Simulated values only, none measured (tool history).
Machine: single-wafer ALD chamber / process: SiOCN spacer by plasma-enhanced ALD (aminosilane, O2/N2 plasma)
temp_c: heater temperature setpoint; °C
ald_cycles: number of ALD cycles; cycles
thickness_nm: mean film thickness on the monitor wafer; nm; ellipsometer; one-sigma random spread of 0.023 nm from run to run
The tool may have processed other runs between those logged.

{"run": 1, "hour": 0.0, "temp_c": 380, "ald_cycles": 94, "thickness_nm": 5.4684}
{"run": 2, "hour": 2.5, "temp_c": 386, "ald_cycles": 94, "thickness_nm": 5.4084}
{"run": 3, "hour": 6.1, "temp_c": 386, "ald_cycles": 104, "thickness_nm": 6.0496}
{"run": 4, "hour": 12.4, "temp_c": 386, "ald_cycles": 102, "thickness_nm": 5.9446}
{"run": 5, "hour": 18.2, "temp_c": 386, "ald_cycles": 100, "thickness_nm": 5.8033}
{"run": 6, "hour": 21.1, "temp_c": 386, "ald_cycles": 98, "thickness_nm": 5.696}
{"run": 7, "hour": 24.9, "temp_c": 386, "ald_cycles": 98, "thickness_nm": 5.6722}

The next listed run, before its measurement:
{"run": 8, "hour": 31.7, "temp_c": 386, "ald_cycles": 97, "thickness_nm": "?"}

{"run 8": {"thickness_nm": 5.5995}}

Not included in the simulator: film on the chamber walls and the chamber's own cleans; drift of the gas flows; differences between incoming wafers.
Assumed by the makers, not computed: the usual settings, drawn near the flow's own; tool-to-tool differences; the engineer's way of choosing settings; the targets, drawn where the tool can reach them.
